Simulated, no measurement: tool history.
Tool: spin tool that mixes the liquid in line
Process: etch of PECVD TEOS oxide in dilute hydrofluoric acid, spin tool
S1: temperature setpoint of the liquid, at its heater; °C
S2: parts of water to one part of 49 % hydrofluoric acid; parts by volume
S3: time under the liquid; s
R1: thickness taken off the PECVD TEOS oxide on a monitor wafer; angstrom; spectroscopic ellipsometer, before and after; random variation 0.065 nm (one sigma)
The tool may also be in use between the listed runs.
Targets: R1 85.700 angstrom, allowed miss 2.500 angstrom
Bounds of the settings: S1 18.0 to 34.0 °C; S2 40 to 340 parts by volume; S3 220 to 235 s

run 1 day=0.000 | S1=26.0 S2=190 S3=220 | R1=166.980
run 2 day=0.329 | S1=23.0 S2=190 S3=220 | R1=148.760
run 3 day=0.400 | S1=23.0 S2=190 S3=220 | R1=148.710
run 4 day=0.546 | S1=25.0 S2=190 S3=220 | R1=160.280
run 5 day=0.600 | S1=23.0 S2=190 S3=220 | R1=147.630
run 6 day=0.717 | S1=22.0 S2=200 S3=220 | R1=137.220
run 7 day=0.825 | S1=21.0 S2=215 S3=220 | R1=120.350
run 8 day=0.929 | S1=20.5 S2=225 S3=220 | R1=111.410
run 9 day=1.162 | S1=20.0 S2=230 S3=220 | R1=105.280
run 10 day=1.321 | S1=20.0 S2=230 S3=220 | R1=106.070
run 11 day=1.533 | S1=19.5 S2=235 S3=220 | R1=100.570
run 12 day=1.704 | S1=19.0 S2=240 S3=220 | R1=96.502
run 13 day=1.858 | S1=19.0 S2=245 S3=220 | R1=94.365

Which of these 5 next moves meets every target?
run A day=2.012 | S1=18.0 S2=230 S3=220 | R1=?
run B day=2.012 | S1=18.0 S2=270 S3=220 | R1=?
run C day=2.012 | S1=19.0 S2=270 S3=225 | R1=?
run D day=2.012 | S1=20.0 S2=240 S3=220 | R1=?
run E day=2.012 | S1=21.5 S2=250 S3=220 | R1=?

move=A R1=97.545
move=B R1=80.181
move=C R1=85.161
move=D R1=99.988
move=E R1=100.550
A: further off than the last run
B: takes the result that was furthest off past its target
C: meets every target
D: further off than the last run
E: further off than the last run
Answer: C

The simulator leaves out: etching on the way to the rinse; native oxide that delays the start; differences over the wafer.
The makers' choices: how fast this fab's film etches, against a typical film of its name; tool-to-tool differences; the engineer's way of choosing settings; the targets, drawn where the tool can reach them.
